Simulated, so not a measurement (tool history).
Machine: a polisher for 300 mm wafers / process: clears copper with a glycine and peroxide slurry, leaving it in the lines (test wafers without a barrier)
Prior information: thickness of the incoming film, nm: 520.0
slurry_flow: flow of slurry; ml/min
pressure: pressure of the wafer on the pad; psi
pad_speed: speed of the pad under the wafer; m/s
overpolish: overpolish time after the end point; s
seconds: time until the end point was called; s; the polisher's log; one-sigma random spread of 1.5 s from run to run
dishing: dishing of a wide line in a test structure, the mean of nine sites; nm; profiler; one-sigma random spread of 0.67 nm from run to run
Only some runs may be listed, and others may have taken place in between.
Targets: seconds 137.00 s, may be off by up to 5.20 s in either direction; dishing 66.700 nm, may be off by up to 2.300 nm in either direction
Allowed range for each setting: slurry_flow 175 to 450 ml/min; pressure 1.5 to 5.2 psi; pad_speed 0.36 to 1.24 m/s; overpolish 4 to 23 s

run  hour  slurry_flow  pressure  pad_speed  overpolish  seconds  dishing
  1   0.0          290       3.3       0.80          12   117.01   50.082
  2   1.2          290       3.3       0.80          10   119.01   41.563
  3   8.1          285       3.1       0.80          12   123.84   47.681
  4  14.4          285       3.7       0.80          12   109.81   53.474
  5  17.0          280       3.5       0.80          13   114.08   55.680
  6  24.4          335       3.5       0.80          13   109.80   55.902
  7  26.0          310       3.3       0.80          14   115.80   57.565
  8  34.5          290       3.2       0.80          15   120.59   58.854
  9  38.3          275       3.1       0.80          16   122.34   61.824
 10  45.6          265       3.0       0.80          17   125.86   63.278
 11  50.3          255       2.9       0.80          18   129.41   64.898
 12  53.2          245       2.9       0.80          18   131.69   64.799
 13  54.8          235       2.9       0.80          18   131.07   64.322

Exactly one of the 5 candidate moves below puts every result within its allowed miss. Which one?
  A  56.4          195       3.1       0.86          16        ?        ?
  B  56.4          250       2.1       0.98          20        ?        ?
  C  56.4          270       3.1       0.64          18        ?        ?
  D  56.4          240       2.6       0.74          21        ?        ?
  E  56.4          260       2.8       0.88          17        ?        ?

move  seconds  dishing
   A   122.40   62.213
   B   138.67   66.612
   C   142.10   60.880
   D   146.81   67.061
   E   124.39   64.406
A: further off than the last run
B: each result inside its tolerance
C: brings the last run's worst result on target, with another outside its allowed miss
D: carries the result that was furthest off beyond its target, to the other side
E: further off than the last run
Correct choice: B, which meets every target
